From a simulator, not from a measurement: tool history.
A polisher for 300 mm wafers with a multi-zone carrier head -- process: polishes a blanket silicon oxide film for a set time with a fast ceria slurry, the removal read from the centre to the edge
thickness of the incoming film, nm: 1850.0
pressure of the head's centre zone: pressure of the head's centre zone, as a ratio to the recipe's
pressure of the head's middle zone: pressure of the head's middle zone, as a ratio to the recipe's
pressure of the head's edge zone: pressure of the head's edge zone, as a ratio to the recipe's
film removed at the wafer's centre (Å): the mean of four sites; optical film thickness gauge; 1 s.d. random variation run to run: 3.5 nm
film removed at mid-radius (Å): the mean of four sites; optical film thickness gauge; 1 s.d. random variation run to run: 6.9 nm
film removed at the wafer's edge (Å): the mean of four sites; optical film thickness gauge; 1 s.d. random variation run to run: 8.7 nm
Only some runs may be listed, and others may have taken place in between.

| run | hour | flow of slurry (ml/min) | pressure of the head's centre zone | pressure of the head's middle zone | pressure of the head's edge zone | polishing time (s) | film removed at the wafer's centre (Å) | film removed at mid-radius (Å) | film removed at the wafer's edge (Å) |
|---|---|---|---|---|---|---|---|---|---|
| 1 | 0 | 195 | 1 | 1 | 1 | 47 | 7498.3 | 7697.3 | 7674.8 |
| 2 | 2.4 | 195 | 1 | 0.94 | 1 | 47 | 7536.8 | 7278.5 | 7585.6 |
| 3 | 11.4 | 195 | 1 | 0.94 | 1 | 43 | 6854.2 | 6811.5 | 7061.1 |
| 4 | 16.3 | 185 | 0.95 | 0.95 | 0.98 | 43 | 6459.4 | 6647.8 | 6859.6 |
| 5 | 25.2 | 175 | 0.91 | 0.98 | 0.97 | 43 | 6064.6 | 6743.8 | 6753.2 |
| 6 | 30.9 | 175 | 0.91 | 0.98 | 0.93 | 43 | 6018.7 | 6743.1 | 6737.9 |
| 7 | 31.8 | 165 | 0.89 | 0.99 | 0.92 | 43 | 5892.5 | 6862.8 | 6563.8 |
| 8 | 33.3 | 165 | 0.89 | 0.99 | 0.92 | 43 | 5885.6 | 6748.4 | 6608.9 |
| 9 | 39.4 | 155 | 0.87 | 1 | 0.92 | 43 | 5673 | 6781 | 6503.2 |
| 10 | 41.4 | 150 | 0.86 | 1 | 0.92 | 43 | 5598.2 | 6603.1 | 6424.4 |
| 11 | 43.8 | 150 | 0.85 | 1.01 | 0.93 | 43 | 5448.4 | 6714.6 | 6597.1 |
| 12 | 45.2 | 145 | 0.85 | 1.02 | 0.92 | 43 | 5360.9 | 6751.6 | 6480.4 |

The next listed run, before its measurement:
| 13 | 52.3 | 140 | 0.85 | 1.02 | 0.92 | 43 | ? | ? | ? |

{"run 13": {"film removed at the wafer's centre (Å)": 5382, "film removed at mid-radius (Å)": 6630.9, "film removed at the wafer's edge (Å)": 6410.8}}
